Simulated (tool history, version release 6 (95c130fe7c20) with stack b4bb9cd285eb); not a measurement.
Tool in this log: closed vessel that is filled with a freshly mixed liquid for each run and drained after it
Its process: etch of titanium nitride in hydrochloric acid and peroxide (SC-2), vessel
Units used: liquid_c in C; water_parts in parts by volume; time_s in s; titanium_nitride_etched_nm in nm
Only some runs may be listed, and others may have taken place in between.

run 1 day=0 | liquid_c=54 water_parts=5 time_s=255 | titanium_nitride_etched_nm=11.18
run 2 day=0.054 | liquid_c=52 water_parts=5 time_s=255 | titanium_nitride_etched_nm=10.056
run 3 day=0.242 | liquid_c=50.5 water_parts=5 time_s=255 | titanium_nitride_etched_nm=8.8287
run 4 day=0.421 | liquid_c=54.5 water_parts=5 time_s=255 | titanium_nitride_etched_nm=11.553
run 5 day=0.592 | liquid_c=54.5 water_parts=6.5 time_s=255 | titanium_nitride_etched_nm=9.4274
run 6 day=0.792 | liquid_c=54.5 water_parts=6.5 time_s=275 | titanium_nitride_etched_nm=10.186
run 7 day=1.012 | liquid_c=53 water_parts=6.5 time_s=275 | titanium_nitride_etched_nm=9.2944
run 8 day=1.196 | liquid_c=51.5 water_parts=6.5 time_s=275 | titanium_nitride_etched_nm=8.356
-- day=1.492 new drum of peroxide connected
run 9 day=1.492 | liquid_c=50.5 water_parts=6.5 time_s=275 | titanium_nitride_etched_nm=8.3231

For run 10, what comes out?
run 10 day=1.579 | liquid_c=49.5 water_parts=6.5 time_s=275 | titanium_nitride_etched_nm=?

{"run 10": {"titanium_nitride_etched_nm": 7.7575}}
